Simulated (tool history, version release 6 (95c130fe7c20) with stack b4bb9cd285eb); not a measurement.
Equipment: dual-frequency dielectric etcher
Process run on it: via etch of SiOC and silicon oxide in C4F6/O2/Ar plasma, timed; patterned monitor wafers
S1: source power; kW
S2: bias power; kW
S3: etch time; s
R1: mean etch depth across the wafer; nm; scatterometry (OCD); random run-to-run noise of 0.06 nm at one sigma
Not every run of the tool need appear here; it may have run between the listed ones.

run,hour,S1,S2,S3,R1
1,0.0,0.320,0.139,29.5,28.657
2,1.1,0.320,0.139,27.0,26.297
3,4.8,0.320,0.150,27.0,26.955
4,6.3,0.350,0.150,27.0,28.389
5,9.4,0.320,0.150,27.0,26.909
6,15.1,0.320,0.150,29.5,29.435
7,19.5,0.290,0.148,29.5,27.636
8,23.4,0.280,0.147,29.5,27.032
9,31.2,0.230,0.142,29.5,23.539

Run 10 is up next; what results do you expect?
10,37.2,0.240,0.142,29.5,?

For run 10 the tool returned R1 24.170 nm.
